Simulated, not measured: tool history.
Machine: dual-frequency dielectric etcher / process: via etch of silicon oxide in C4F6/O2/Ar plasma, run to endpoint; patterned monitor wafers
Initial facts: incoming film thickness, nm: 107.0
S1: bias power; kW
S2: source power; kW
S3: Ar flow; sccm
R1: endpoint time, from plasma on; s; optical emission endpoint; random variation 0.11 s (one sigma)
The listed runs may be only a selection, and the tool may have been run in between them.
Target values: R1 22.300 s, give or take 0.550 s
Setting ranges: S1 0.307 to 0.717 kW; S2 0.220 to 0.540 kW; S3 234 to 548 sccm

run  hour     S1     S2   S3      R1
  1   0.0  0.512  0.380  391  24.759
  2   6.0  0.571  0.380  391  23.968
  3  14.4  0.580  0.380  390  24.070
  4  15.8  0.588  0.380  389  23.901
  5  22.2  0.588  0.380  348  23.463
  6  30.2  0.594  0.380  347  23.625
  7  31.4  0.601  0.380  347  23.330
  8  38.1  0.606  0.380  347  23.368
  9  40.4  0.612  0.380  347  23.541
 10  45.7  0.616  0.380  346  23.352
 11  52.9  0.621  0.380  345  23.328
 12  55.4  0.625  0.380  344  23.184
 13  64.2  0.630  0.380  344  23.091

Below are 4 possible settings for the next run. Only one of them brings all results inside the allowed miss of their targets. Which is it?
  A  73.0  0.688  0.470  349   ?
  B  73.0  0.717  0.440  304   ?
  C  73.0  0.717  0.450  332   ?
  D  73.0  0.612  0.440  390   ?

move      R1
   A  20.696
   B  20.752
   C  20.719
   D  22.115
A: carries the result that was furthest off beyond its target, to the other side
B: carries the result that was furthest off beyond its target, to the other side
C: carries the result that was furthest off beyond its target, to the other side
D: each result inside its tolerance
Correct choice: D, which meets every target
